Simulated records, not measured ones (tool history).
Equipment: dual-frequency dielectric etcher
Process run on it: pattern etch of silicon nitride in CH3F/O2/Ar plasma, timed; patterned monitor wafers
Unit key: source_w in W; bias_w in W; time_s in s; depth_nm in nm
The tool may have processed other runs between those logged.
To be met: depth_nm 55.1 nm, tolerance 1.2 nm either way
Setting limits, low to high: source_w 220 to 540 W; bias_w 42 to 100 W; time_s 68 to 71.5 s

{"run": 1, "day": 0.0, "source_w": 380, "bias_w": 71, "time_s": 68, "depth_nm": 48.491}
{"run": 2, "day": 0.083, "source_w": 410, "bias_w": 72, "time_s": 68, "depth_nm": 49.982}
{"run": 3, "day": 0.217, "source_w": 410, "bias_w": 64, "time_s": 68, "depth_nm": 47.111}
{"run": 4, "day": 0.279, "source_w": 410, "bias_w": 53, "time_s": 68, "depth_nm": 43.504}
{"run": 5, "day": 0.592, "source_w": 410, "bias_w": 53, "time_s": 68, "depth_nm": 43.04}
{"run": 6, "day": 0.908, "source_w": 440, "bias_w": 58, "time_s": 68, "depth_nm": 45.879}
{"run": 7, "day": 1.154, "source_w": 460, "bias_w": 62, "time_s": 68, "depth_nm": 48.308}
{"run": 8, "day": 1.179, "source_w": 480, "bias_w": 65, "time_s": 68, "depth_nm": 49.931}
{"run": 9, "day": 1.333, "source_w": 490, "bias_w": 67, "time_s": 68, "depth_nm": 51.579}

Pick the move, out of 5, that brings all results within their allowed miss; only one does.
{"run": "A", "day": 1.488, "source_w": 450, "bias_w": 71, "time_s": 70, "depth_nm": "?"}
{"run": "B", "day": 1.488, "source_w": 490, "bias_w": 68, "time_s": 68.5, "depth_nm": "?"}
{"run": "C", "day": 1.488, "source_w": 460, "bias_w": 75, "time_s": 71.5, "depth_nm": "?"}
{"run": "D", "day": 1.488, "source_w": 470, "bias_w": 67, "time_s": 69, "depth_nm": "?"}
{"run": "E", "day": 1.488, "source_w": 480, "bias_w": 51, "time_s": 68, "depth_nm": "?"}

move=A depth_nm=52.66
move=B depth_nm=52.017
move=C depth_nm=55.582
move=D depth_nm=51.294
move=E depth_nm=44.835
A: an improvement on the last run, though not all results are within tolerance
B: an improvement on the last run, though not all results are within tolerance
C: every result lands within tolerance
D: the biggest miss grows against the last run
E: the biggest miss grows against the last run
Move C is the one to make.
